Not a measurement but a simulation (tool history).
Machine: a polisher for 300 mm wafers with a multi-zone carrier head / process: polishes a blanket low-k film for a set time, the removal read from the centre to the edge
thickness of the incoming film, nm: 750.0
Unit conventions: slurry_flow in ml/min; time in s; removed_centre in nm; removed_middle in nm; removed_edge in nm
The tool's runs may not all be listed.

Run 1, hour 0.0: slurry_flow 130 ml/min, centre_zone 1.00, middle_zone 1.00, edge_zone 1.00, slurry_solids 1.00, time 83 s. Result: removed_centre 24.678 nm, removed_middle 25.696 nm, removed_edge 24.708 nm.
Run 2, hour 7.2: slurry_flow 130 ml/min, centre_zone 1.00, middle_zone 0.92, edge_zone 1.00, slurry_solids 1.00, time 83 s. Result: removed_centre 24.530 nm, removed_middle 24.046 nm, removed_edge 25.265 nm.
Run 3, hour 14.7: slurry_flow 130 ml/min, centre_zone 1.00, middle_zone 0.92, edge_zone 1.05, slurry_solids 1.00, time 83 s. Result: removed_centre 24.786 nm, removed_middle 23.790 nm, removed_edge 25.273 nm.
Run 4, hour 15.8: slurry_flow 130 ml/min, centre_zone 1.00, middle_zone 0.96, edge_zone 1.03, slurry_solids 0.90, time 82 s. Result: removed_centre 23.616 nm, removed_middle 23.403 nm, removed_edge 23.482 nm.
Run 5, hour 20.0: slurry_flow 125 ml/min, centre_zone 0.98, middle_zone 0.99, edge_zone 1.01, slurry_solids 0.80, time 82 s. Result: removed_centre 21.982 nm, removed_middle 22.876 nm, removed_edge 21.948 nm.
Run 6, hour 28.1: slurry_flow 120 ml/min, centre_zone 0.97, middle_zone 1.01, edge_zone 0.99, slurry_solids 0.75, time 82 s. Result: removed_centre 21.077 nm, removed_middle 22.343 nm, removed_edge 20.990 nm.
Run 7, hour 32.5: slurry_flow 90 ml/min, centre_zone 0.89, middle_zone 1.07, edge_zone 0.89, slurry_solids 0.65, time 82 s. Result: removed_centre 16.721 nm, removed_middle 20.378 nm, removed_edge 18.253 nm.
At hour 39.2: worn pad replaced by a new one.
Run 8, hour 39.2: slurry_flow 95 ml/min, centre_zone 0.90, middle_zone 1.07, edge_zone 0.88, slurry_solids 0.65, time 82 s. Result: removed_centre 19.809 nm, removed_middle 23.718 nm, removed_edge 22.173 nm.
Run 9, hour 43.7: slurry_flow 90 ml/min, centre_zone 0.91, middle_zone 1.08, edge_zone 0.91, slurry_solids 0.70, time 82 s. Result: removed_centre 20.343 nm, removed_middle 24.326 nm, removed_edge 21.924 nm.
Run 10, hour 51.6: slurry_flow 95 ml/min, centre_zone 0.91, middle_zone 1.07, edge_zone 0.98, slurry_solids 0.65, time 82 s. Result: removed_centre 20.081 nm, removed_middle 23.988 nm, removed_edge 22.276 nm.
Run 11, hour 53.2: slurry_flow 110 ml/min, centre_zone 0.91, middle_zone 1.06, edge_zone 0.94, slurry_solids 0.65, time 82 s. Result: removed_centre 21.360 nm, removed_middle 25.165 nm, removed_edge 22.648 nm.
Run 12, hour 61.4: slurry_flow 110 ml/min, centre_zone 0.91, middle_zone 1.06, edge_zone 0.94, slurry_solids 0.65, time 82 s. Result: removed_centre 20.572 nm, removed_middle 24.891 nm, removed_edge 22.449 nm.
Run 13, hour 62.6: slurry_flow 105 ml/min, centre_zone 0.92, middle_zone 1.07, edge_zone 0.91, slurry_solids 0.60, time 81 s. Result: removed_centre 20.098 nm, removed_middle 23.389 nm, removed_edge 20.934 nm.
Run 14, hour 66.1: slurry_flow 105 ml/min, centre_zone 0.92, middle_zone 1.07, edge_zone 0.89, slurry_solids 0.60, time 80 s. Result: removed_centre 20.191 nm, removed_middle 23.471 nm, removed_edge 21.046 nm.
Run 15, hour 71.1: slurry_flow 105 ml/min, centre_zone 0.92, middle_zone 1.07, edge_zone 0.87, slurry_solids 0.60, time 78 s. Result: removed_centre 19.215 nm, removed_middle 22.835 nm, removed_edge 20.288 nm.
Run 16, hour 74.0: slurry_flow 105 ml/min, centre_zone 0.93, middle_zone 1.07, edge_zone 0.86, slurry_solids 0.60, time 77 s. Result: removed_centre 19.012 nm, removed_middle 22.701 nm, removed_edge 20.107 nm.

Expected results for the next run?
Run 17, hour 75.9: slurry_flow 105 ml/min, centre_zone 0.94, middle_zone 1.07, edge_zone 0.85, slurry_solids 0.60, time 76 s. Result: removed_centre ?, removed_middle ?, removed_edge ?.

removed_centre: 19.195 nm
removed_middle: 22.382 nm
removed_edge: 19.548 nm
